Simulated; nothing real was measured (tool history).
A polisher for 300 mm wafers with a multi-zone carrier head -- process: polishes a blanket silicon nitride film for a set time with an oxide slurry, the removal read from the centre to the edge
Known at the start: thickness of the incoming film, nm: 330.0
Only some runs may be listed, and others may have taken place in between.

run  hour  flow of slurry (ml/min)  pressure of the head's centre zone  pressure of the head's middle zone  pressure of the head's edge zone  abrasive content of the slurry  polishing time (s)  film removed at the wafer's centre (Å)  film removed at mid-radius (Å)  film removed at the wafer's edge (Å)
  1     0                      230                                   1                                   1                                 1                               1                  42                                  213.55                          221.73                                226.28
  2   8.7                      230                                1.01                                   1                              0.98                            0.95                  42                                  215.37                          220.03                                222.19
  3  16.9                      230                                1.08                                   1                              0.98                            0.95                  42                                  226.81                          216.87                                221.58
  4  23.7                      230                                1.08                                   1                              0.98                            0.95                  34                                  186.82                          175.13                                181.34
  5  30.4                      230                                1.02                                   1                              0.98                            0.95                  34                                  174.86                          175.09                                180.72
  6  36.1                      230                                1.03                                   1                              0.96                            0.95                  34                                  177.86                          175.44                                179.48

Run 7 has not been measured yet. What should we expect?
  7  42.5                      230                                1.03                                   1                              0.95                            0.95                  34                                       ?                               ?                                     ?

Run 7 yielded film removed at the wafer's centre (Å) 177.9, film removed at mid-radius (Å) 175.55, film removed at the wafer's edge (Å) 177.81.
